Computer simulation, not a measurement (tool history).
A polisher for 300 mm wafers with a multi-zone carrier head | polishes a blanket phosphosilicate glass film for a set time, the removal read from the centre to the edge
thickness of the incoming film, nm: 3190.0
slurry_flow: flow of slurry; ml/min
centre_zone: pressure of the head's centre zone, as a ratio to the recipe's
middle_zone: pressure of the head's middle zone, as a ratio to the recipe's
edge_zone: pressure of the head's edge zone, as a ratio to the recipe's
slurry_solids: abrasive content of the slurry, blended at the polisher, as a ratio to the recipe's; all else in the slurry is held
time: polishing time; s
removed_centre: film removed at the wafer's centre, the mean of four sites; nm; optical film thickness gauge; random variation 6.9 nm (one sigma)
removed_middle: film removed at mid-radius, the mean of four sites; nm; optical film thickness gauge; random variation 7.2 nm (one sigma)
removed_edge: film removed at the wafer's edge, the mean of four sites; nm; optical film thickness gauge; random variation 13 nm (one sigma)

run 1 hour=0.0 | slurry_flow=275 centre_zone=1.00 middle_zone=1.00 edge_zone=1.00 slurry_solids=1.00 time=56 | removed_centre=609.04 removed_middle=613.25 removed_edge=574.29
run 2 hour=8.0 | slurry_flow=220 centre_zone=1.00 middle_zone=1.00 edge_zone=1.00 slurry_solids=1.00 time=56 | removed_centre=587.50 removed_middle=597.07 removed_edge=542.19
run 3 hour=15.7 | slurry_flow=260 centre_zone=0.97 middle_zone=1.00 edge_zone=1.04 slurry_solids=1.10 time=56 | removed_centre=604.23 removed_middle=622.54 removed_edge=592.79
run 4 hour=20.3 | slurry_flow=260 centre_zone=0.97 middle_zone=1.00 edge_zone=1.11 slurry_solids=1.10 time=56 | removed_centre=604.50 removed_middle=634.47 removed_edge=613.93
run 5 hour=24.5 | slurry_flow=260 centre_zone=0.97 middle_zone=1.00 edge_zone=1.11 slurry_solids=1.10 time=70 | removed_centre=752.60 removed_middle=798.45 removed_edge=772.49
run 6 hour=28.1 | slurry_flow=260 centre_zone=0.97 middle_zone=1.00 edge_zone=1.11 slurry_solids=1.30 time=70 | removed_centre=790.77 removed_middle=820.94 removed_edge=821.56
run 7 hour=32.7 | slurry_flow=250 centre_zone=0.94 middle_zone=0.99 edge_zone=1.12 slurry_solids=1.35 time=70 | removed_centre=753.96 removed_middle=815.36 removed_edge=810.15
run 8 hour=37.0 | slurry_flow=250 centre_zone=0.92 middle_zone=0.97 edge_zone=1.14 slurry_solids=1.40 time=71 | removed_centre=744.96 removed_middle=839.33 removed_edge=833.39

Forecast run 9:
run 9 hour=40.0 | slurry_flow=245 centre_zone=0.91 middle_zone=0.94 edge_zone=1.15 slurry_solids=1.40 time=72 | removed_centre=? removed_middle=? removed_edge=?

Run 9 gave removed_centre 765.20 nm, removed_middle 815.51 nm, removed_edge 864.56 nm.

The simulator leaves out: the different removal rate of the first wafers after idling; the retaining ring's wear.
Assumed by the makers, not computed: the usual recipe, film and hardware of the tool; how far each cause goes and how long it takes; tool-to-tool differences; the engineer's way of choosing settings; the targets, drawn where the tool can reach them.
